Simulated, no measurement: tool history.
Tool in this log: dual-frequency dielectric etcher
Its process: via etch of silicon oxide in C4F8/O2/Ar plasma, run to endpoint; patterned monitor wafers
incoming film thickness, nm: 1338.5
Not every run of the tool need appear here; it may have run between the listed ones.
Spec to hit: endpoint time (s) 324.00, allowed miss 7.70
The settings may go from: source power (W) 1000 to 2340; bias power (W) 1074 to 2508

Run 1, hour 0.0: source power (W) 1670, bias power (W) 1791. Result: endpoint time (s) 296.98.
Run 2, hour 7.0: source power (W) 1630, bias power (W) 1779. Result: endpoint time (s) 297.53.
Run 3, hour 14.8: source power (W) 1630, bias power (W) 1994. Result: endpoint time (s) 293.73.
Run 4, hour 19.8: source power (W) 1630, bias power (W) 1870. Result: endpoint time (s) 294.03.
Run 5, hour 21.6: source power (W) 1580, bias power (W) 1849. Result: endpoint time (s) 300.88.
Run 6, hour 30.3: source power (W) 1550, bias power (W) 1839. Result: endpoint time (s) 302.40.
At hour 35.0: source power generator calibrated.
Run 7, hour 35.0: source power (W) 1520, bias power (W) 1827. Result: endpoint time (s) 300.83.
Run 8, hour 35.7: source power (W) 1470, bias power (W) 1793. Result: endpoint time (s) 303.91.
Run 9, hour 39.5: source power (W) 1430, bias power (W) 1765. Result: endpoint time (s) 306.34.
Run 10, hour 46.2: source power (W) 1390, bias power (W) 1741. Result: endpoint time (s) 309.63.
Run 11, hour 54.1: source power (W) 1360, bias power (W) 1724. Result: endpoint time (s) 315.75.
Run 12, hour 57.6: source power (W) 1350, bias power (W) 1718. Result: endpoint time (s) 316.19.
Run 13, hour 65.3: source power (W) 1350, bias power (W) 1718. Result: endpoint time (s) 314.18.
Run 14, hour 67.2: source power (W) 1350, bias power (W) 1718. Result: endpoint time (s) 317.47.

Which single option among these 5 for the next run brings every result within its allowed miss of target? Just one does.
Run A, hour 69.1: source power (W) 1440, bias power (W) 1349. Result: endpoint time (s) ?.
Run B, hour 69.1: source power (W) 1560, bias power (W) 1578. Result: endpoint time (s) ?.
Run C, hour 69.1: source power (W) 1500, bias power (W) 1869. Result: endpoint time (s) ?.
Run D, hour 69.1: source power (W) 1440, bias power (W) 1760. Result: endpoint time (s) ?.
Run E, hour 69.1: source power (W) 1410, bias power (W) 1860. Result: endpoint time (s) ?.

move  endpoint time (s)
   A             324.08
   B             306.36
   C             300.87
   D             308.88
   E             307.84
A: in spec on every target
B: lands further from the targets than the last run did
C: lands further from the targets than the last run did
D: lands further from the targets than the last run did
E: lands further from the targets than the last run did
Go with A: it meets all targets.
